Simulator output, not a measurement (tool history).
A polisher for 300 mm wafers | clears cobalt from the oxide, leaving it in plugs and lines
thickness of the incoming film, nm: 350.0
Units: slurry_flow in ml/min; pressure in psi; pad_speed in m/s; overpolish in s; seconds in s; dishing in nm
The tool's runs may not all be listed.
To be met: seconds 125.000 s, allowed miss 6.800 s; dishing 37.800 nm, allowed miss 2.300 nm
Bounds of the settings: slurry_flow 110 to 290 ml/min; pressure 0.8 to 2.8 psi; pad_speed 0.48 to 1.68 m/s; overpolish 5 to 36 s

run 1 hour=0.0 | slurry_flow=185 pressure=1.8 pad_speed=1.08 overpolish=18 | seconds=98.781 dishing=39.036
run 2 hour=4.4 | slurry_flow=220 pressure=1.8 pad_speed=1.08 overpolish=18 | seconds=98.693 dishing=37.158
run 3 hour=7.4 | slurry_flow=220 pressure=1.8 pad_speed=1.08 overpolish=11 | seconds=97.309 dishing=28.546
run 4 hour=8.5 | slurry_flow=220 pressure=1.8 pad_speed=0.96 overpolish=11 | seconds=109.030 dishing=26.123
run 5 hour=16.8 | slurry_flow=215 pressure=1.7 pad_speed=0.98 overpolish=14 | seconds=111.720 dishing=30.182
run 6 hour=19.9 | slurry_flow=215 pressure=1.6 pad_speed=0.98 overpolish=16 | seconds=116.800 dishing=31.210
run 7 hour=23.1 | slurry_flow=210 pressure=1.6 pad_speed=0.98 overpolish=17 | seconds=121.600 dishing=32.526
run 8 hour=30.8 | slurry_flow=210 pressure=1.6 pad_speed=0.98 overpolish=18 | seconds=121.950 dishing=33.799
run 9 hour=35.9 | slurry_flow=210 pressure=1.6 pad_speed=0.98 overpolish=19 | seconds=120.200 dishing=35.061

Which of these 5 next moves meets every target?
run A hour=41.0 | slurry_flow=200 pressure=1.3 pad_speed=1.06 overpolish=33 | seconds=? dishing=?
run B hour=41.0 | slurry_flow=205 pressure=1.4 pad_speed=1.08 overpolish=17 | seconds=? dishing=?
run C hour=41.0 | slurry_flow=240 pressure=1.7 pad_speed=0.88 overpolish=29 | seconds=? dishing=?
run D hour=41.0 | slurry_flow=165 pressure=1.2 pad_speed=1.12 overpolish=36 | seconds=? dishing=?
run E hour=41.0 | slurry_flow=220 pressure=1.8 pad_speed=0.84 overpolish=22 | seconds=? dishing=?

move=A seconds=137.540 dishing=44.355
move=B seconds=125.410 dishing=31.691
move=C seconds=124.530 dishing=43.668
move=D seconds=144.340 dishing=45.200
move=E seconds=124.390 dishing=37.550
A: takes the result that was furthest off past its target
B: further off than the last run
C: takes the result that was furthest off past its target
D: takes the result that was furthest off past its target
E: meets every target
Move E is the one to make.
